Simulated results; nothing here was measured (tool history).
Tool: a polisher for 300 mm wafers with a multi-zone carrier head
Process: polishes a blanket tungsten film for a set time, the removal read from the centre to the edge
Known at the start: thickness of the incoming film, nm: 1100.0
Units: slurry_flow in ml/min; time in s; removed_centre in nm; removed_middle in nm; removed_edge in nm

run 1 hour=0.0 | slurry_flow=125 centre_zone=1.00 middle_zone=1.00 edge_zone=1.00 slurry_solids=1.00 time=64 | removed_centre=310.00 removed_middle=327.92 removed_edge=317.46
run 2 hour=7.7 | slurry_flow=115 centre_zone=0.96 middle_zone=1.02 edge_zone=0.94 slurry_solids=0.90 time=64 | removed_centre=285.67 removed_middle=313.95 removed_edge=298.29
run 3 hour=14.8 | slurry_flow=115 centre_zone=0.96 middle_zone=1.02 edge_zone=0.94 slurry_solids=1.05 time=64 | removed_centre=292.54 removed_middle=333.21 removed_edge=309.07
run 4 hour=19.6 | slurry_flow=115 centre_zone=0.96 middle_zone=1.02 edge_zone=0.94 slurry_solids=1.20 time=64 | removed_centre=315.50 removed_middle=349.54 removed_edge=328.04
run 5 hour=22.1 | slurry_flow=110 centre_zone=0.94 middle_zone=1.04 edge_zone=0.90 slurry_solids=1.05 time=64 | removed_centre=288.67 removed_middle=337.90 removed_edge=305.92
run 6 hour=31.1 | slurry_flow=110 centre_zone=0.94 middle_zone=1.04 edge_zone=0.83 slurry_solids=1.05 time=64 | removed_centre=289.84 removed_middle=326.91 removed_edge=298.58
run 7 hour=34.3 | slurry_flow=105 centre_zone=0.93 middle_zone=1.07 edge_zone=0.82 slurry_solids=0.95 time=64 | removed_centre=280.74 removed_middle=324.92 removed_edge=286.39
run 8 hour=35.8 | slurry_flow=100 centre_zone=0.91 middle_zone=1.08 edge_zone=0.82 slurry_solids=0.85 time=64 | removed_centre=255.37 removed_middle=310.52 removed_edge=275.20

The next listed run, before its measurement:
run 9 hour=41.6 | slurry_flow=95 centre_zone=0.91 middle_zone=1.10 edge_zone=0.82 slurry_solids=0.80 time=64 | removed_centre=? removed_middle=? removed_edge=?

removed_centre: 245.04 nm
removed_middle: 304.42 nm
removed_edge: 262.81 nm

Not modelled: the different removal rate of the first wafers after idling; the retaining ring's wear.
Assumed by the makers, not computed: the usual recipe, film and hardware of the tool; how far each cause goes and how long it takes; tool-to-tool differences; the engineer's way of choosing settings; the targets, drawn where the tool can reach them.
